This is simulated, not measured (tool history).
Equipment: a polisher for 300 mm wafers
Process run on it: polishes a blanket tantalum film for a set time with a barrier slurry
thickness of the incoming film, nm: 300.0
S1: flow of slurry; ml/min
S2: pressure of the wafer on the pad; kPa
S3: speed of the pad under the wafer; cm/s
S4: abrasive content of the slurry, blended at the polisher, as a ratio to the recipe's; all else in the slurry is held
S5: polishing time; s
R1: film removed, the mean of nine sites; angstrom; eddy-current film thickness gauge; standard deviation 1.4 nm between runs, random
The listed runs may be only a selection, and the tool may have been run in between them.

run  hour   S1    S2  S3   S4  S5      R1
  1   0.0  280  16.5  84  1.0  36  618.97
  2   8.9  280  17.9  84  1.0  36  658.35
  3  16.2  280  17.9  84  1.0  32  591.49
  4  19.1  280  17.9  84  1.2  32  609.75
  5  20.6  280  19.3  86  1.2  32  673.65
  6  26.8  280  19.3  74  1.2  32  579.64
  7  28.9  280  20.7  78  1.2  32  654.43

The next listed run, before its measurement:
  8  31.0  280  21.4  82  1.2  32   ?

Run 8 produced R1 706.50 angstrom.

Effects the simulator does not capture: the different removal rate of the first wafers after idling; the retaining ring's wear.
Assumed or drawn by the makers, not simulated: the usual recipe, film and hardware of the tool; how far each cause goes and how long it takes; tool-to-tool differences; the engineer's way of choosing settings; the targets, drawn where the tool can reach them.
